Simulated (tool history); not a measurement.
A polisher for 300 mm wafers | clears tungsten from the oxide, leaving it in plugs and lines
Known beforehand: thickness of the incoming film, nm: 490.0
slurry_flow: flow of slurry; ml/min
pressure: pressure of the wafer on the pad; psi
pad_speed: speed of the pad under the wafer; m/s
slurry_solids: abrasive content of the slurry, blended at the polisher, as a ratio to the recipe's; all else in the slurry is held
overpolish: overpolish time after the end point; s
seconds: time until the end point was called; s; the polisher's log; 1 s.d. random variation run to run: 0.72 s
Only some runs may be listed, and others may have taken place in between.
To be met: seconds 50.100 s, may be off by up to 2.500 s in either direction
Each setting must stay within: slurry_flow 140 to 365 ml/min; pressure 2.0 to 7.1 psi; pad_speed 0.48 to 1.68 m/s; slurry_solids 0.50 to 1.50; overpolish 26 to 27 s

run 1 hour=0.0 | slurry_flow=235 pressure=4.5 pad_speed=1.08 slurry_solids=1.00 overpolish=26 | seconds=67.855
run 2 hour=0.8 | slurry_flow=185 pressure=4.5 pad_speed=1.08 slurry_solids=1.00 overpolish=26 | seconds=70.632
run 3 hour=8.3 | slurry_flow=185 pressure=4.5 pad_speed=1.08 slurry_solids=1.00 overpolish=27 | seconds=72.189
run 4 hour=10.8 | slurry_flow=185 pressure=4.5 pad_speed=1.08 slurry_solids=1.15 overpolish=27 | seconds=67.833
run 5 hour=18.3 | slurry_flow=190 pressure=4.8 pad_speed=1.08 slurry_solids=1.15 overpolish=27 | seconds=64.322
run 6 hour=24.1 | slurry_flow=195 pressure=5.0 pad_speed=1.08 slurry_solids=1.15 overpolish=27 | seconds=62.361
run 7 hour=31.0 | slurry_flow=195 pressure=5.2 pad_speed=1.08 slurry_solids=1.15 overpolish=27 | seconds=59.761
run 8 hour=40.0 | slurry_flow=195 pressure=5.2 pad_speed=1.08 slurry_solids=1.15 overpolish=27 | seconds=60.625
run 9 hour=44.9 | slurry_flow=200 pressure=5.4 pad_speed=1.08 slurry_solids=1.15 overpolish=27 | seconds=56.479
run 10 hour=52.4 | slurry_flow=205 pressure=5.5 pad_speed=1.08 slurry_solids=1.15 overpolish=27 | seconds=55.305
run 11 hour=55.9 | slurry_flow=210 pressure=5.6 pad_speed=1.08 slurry_solids=1.15 overpolish=27 | seconds=53.626
run 12 hour=64.5 | slurry_flow=210 pressure=5.6 pad_speed=1.08 slurry_solids=1.15 overpolish=27 | seconds=54.432
run 13 hour=69.3 | slurry_flow=210 pressure=5.7 pad_speed=1.08 slurry_solids=1.15 overpolish=27 | seconds=53.076
run 14 hour=77.0 | slurry_flow=210 pressure=5.7 pad_speed=1.08 slurry_solids=1.15 overpolish=27 | seconds=54.104
run 15 hour=79.7 | slurry_flow=210 pressure=5.8 pad_speed=1.08 slurry_solids=1.15 overpolish=27 | seconds=53.287

Of the 5 settings listed for the next run, only one would bring every result within its allowed miss of target. Which one?
run A hour=82.4 | slurry_flow=250 pressure=5.3 pad_speed=1.04 slurry_solids=1.15 overpolish=27 | seconds=?
run B hour=82.4 | slurry_flow=290 pressure=6.3 pad_speed=1.08 slurry_solids=0.85 overpolish=27 | seconds=?
run C hour=82.4 | slurry_flow=210 pressure=5.8 pad_speed=1.02 slurry_solids=0.95 overpolish=26 | seconds=?
run D hour=82.4 | slurry_flow=260 pressure=4.9 pad_speed=1.18 slurry_solids=1.20 overpolish=26 | seconds=?
run E hour=82.4 | slurry_flow=200 pressure=7.0 pad_speed=1.06 slurry_solids=1.25 overpolish=27 | seconds=?

move=A seconds=58.614
move=B seconds=50.397
move=C seconds=58.150
move=D seconds=55.612
move=E seconds=44.306
A: misses by more than the last run did
B: hits every target within its allowed miss
C: misses by more than the last run did
D: misses by more than the last run did
E: pushes the last run's worst result past its target
Answer: B
